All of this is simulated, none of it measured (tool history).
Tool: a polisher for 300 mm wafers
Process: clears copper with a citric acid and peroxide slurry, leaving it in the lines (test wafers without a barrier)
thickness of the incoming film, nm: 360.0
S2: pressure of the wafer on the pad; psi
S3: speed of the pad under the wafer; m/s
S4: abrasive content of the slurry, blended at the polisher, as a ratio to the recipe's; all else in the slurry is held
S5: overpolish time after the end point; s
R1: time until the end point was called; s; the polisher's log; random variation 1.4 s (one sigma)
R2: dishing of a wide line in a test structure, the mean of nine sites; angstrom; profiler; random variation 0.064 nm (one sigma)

Run 1, hour 0: flow of slurry (ml/min) 130, S2 4 psi, S3 1.36 m/s, S4 1, S5 10 s. Result: R1 106.8 s, R2 146.41 angstrom.
Run 2, hour 6.5: flow of slurry (ml/min) 130, S2 4 psi, S3 1.36 m/s, S4 0.8, S5 10 s. Result: R1 113.18 s, R2 137.19 angstrom.
Run 3, hour 14.8: flow of slurry (ml/min) 130, S2 4 psi, S3 1.66 m/s, S4 0.8, S5 10 s. Result: R1 95.904 s, R2 156.44 angstrom.
Run 4, hour 18.1: flow of slurry (ml/min) 130, S2 3.6 psi, S3 1.66 m/s, S4 0.8, S5 10 s. Result: R1 104.59 s, R2 145.78 angstrom.
Run 5, hour 27: flow of slurry (ml/min) 140, S2 3.4 psi, S3 1.66 m/s, S4 0.75, S5 9 s. Result: R1 113.09 s, R2 132.39 angstrom.
Run 6, hour 33.9: flow of slurry (ml/min) 130, S2 3.7 psi, S3 1.5 m/s, S4 0.7, S5 8 s. Result: R1 116.77 s, R2 120.24 angstrom.
Run 7, hour 39.6: flow of slurry (ml/min) 120, S2 4 psi, S3 1.36 m/s, S4 0.65, S5 7 s. Result: R1 117.83 s, R2 107.78 angstrom.
Run 8, hour 41.4: flow of slurry (ml/min) 115, S2 4.3 psi, S3 1.24 m/s, S4 0.65, S5 6 s. Result: R1 124.65 s, R2 94.59 angstrom.
Run 9, hour 44.4: flow of slurry (ml/min) 80, S2 5.4 psi, S3 0.86 m/s, S4 0.9, S5 3 s. Result: R1 140.51 s, R2 48.427 angstrom.
Run 10, hour 45.9: flow of slurry (ml/min) 90, S2 5.5 psi, S3 0.86 m/s, S4 0.9, S5 3 s. Result: R1 127.67 s, R2 50.271 angstrom.

Run 11 comes next. What will it give?
Run 11, hour 47: flow of slurry (ml/min) 95, S2 5.5 psi, S3 0.86 m/s, S4 0.9, S5 3 s. Result: R1 ?, R2 ?.

R1: 127.11 s
R2: 50.994 angstrom
